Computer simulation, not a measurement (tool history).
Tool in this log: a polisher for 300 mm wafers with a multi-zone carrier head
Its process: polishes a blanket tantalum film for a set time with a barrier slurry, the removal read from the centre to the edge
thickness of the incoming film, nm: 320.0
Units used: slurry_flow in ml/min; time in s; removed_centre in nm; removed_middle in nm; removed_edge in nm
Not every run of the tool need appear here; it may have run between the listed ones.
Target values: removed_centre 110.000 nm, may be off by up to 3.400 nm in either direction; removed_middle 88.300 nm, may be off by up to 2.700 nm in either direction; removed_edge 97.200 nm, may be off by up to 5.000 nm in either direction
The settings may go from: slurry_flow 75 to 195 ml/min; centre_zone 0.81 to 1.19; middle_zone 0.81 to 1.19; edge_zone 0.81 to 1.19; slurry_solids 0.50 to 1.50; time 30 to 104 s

run,hour,slurry_flow,centre_zone,middle_zone,edge_zone,slurry_solids,time,removed_centre,removed_middle,removed_edge
1,0.0,125,1.00,1.00,1.00,1.00,67,118.500,116.390,115.380
2,0.9,125,1.00,1.00,1.00,0.85,67,114.650,110.520,111.170
3,6.3,125,1.00,1.00,1.00,0.65,67,106.370,104.760,104.340
4,13.0,125,0.92,1.00,1.00,0.65,67,99.617,104.050,105.090
5,20.1,125,0.85,1.00,1.00,0.65,67,91.525,104.280,102.980
6,26.2,145,0.85,1.00,1.00,0.65,67,93.192,105.090,106.250
7,30.0,145,0.88,0.97,0.98,0.65,67,98.028,103.030,105.580
8,37.5,145,0.90,0.95,0.96,0.65,67,98.069,103.320,106.060
9,41.3,145,0.94,0.94,0.96,0.65,66,101.220,99.472,105.430
10,42.5,145,0.97,0.93,0.95,0.65,66,104.890,98.081,102.840
11,48.2,145,0.97,0.93,0.95,0.65,66,106.010,98.363,103.750
12,54.6,145,0.98,0.92,0.94,0.65,66,106.820,97.823,104.230
13,60.8,145,0.99,0.91,0.93,0.65,66,106.980,96.067,101.480
14,65.1,145,1.00,0.90,0.93,0.65,66,110.140,96.677,105.880
15,67.7,130,1.06,0.86,0.83,0.50,65,102.760,82.913,88.424
16,75.5,130,1.06,0.86,0.83,0.50,65,102.980,81.910,87.600
17,78.9,135,1.06,0.86,0.84,0.50,65,103.530,83.120,88.346
18,84.0,140,1.06,0.86,0.85,0.50,65,103.950,84.078,91.939

Next run, 5 choices. One meets every target within its allowed miss, the rest don't. Which?
A,89.1,95,1.10,0.82,0.81,0.70,64,?,?,?
B,89.1,160,1.04,0.92,0.84,0.55,66,?,?,?
C,89.1,155,0.97,0.82,1.01,0.55,67,?,?,?
D,89.1,140,1.05,0.84,0.88,0.50,70,?,?,?
E,89.1,135,0.98,0.85,0.86,0.55,62,?,?,?

move,removed_centre,removed_middle,removed_edge
A,108.810,82.687,94.136
B,109.570,94.987,97.272
C,103.070,87.906,104.320
D,111.280,89.393,100.210
E,94.017,81.774,90.341
A: the worst result of the last run now meets its target, but another is out of spec
B: the worst result of the last run now meets its target, but another is out of spec
C: its largest miss is bigger than the last run's
D: every result lands within tolerance
E: its largest miss is bigger than the last run's
So the answer is move D, the one that meets all the targets.

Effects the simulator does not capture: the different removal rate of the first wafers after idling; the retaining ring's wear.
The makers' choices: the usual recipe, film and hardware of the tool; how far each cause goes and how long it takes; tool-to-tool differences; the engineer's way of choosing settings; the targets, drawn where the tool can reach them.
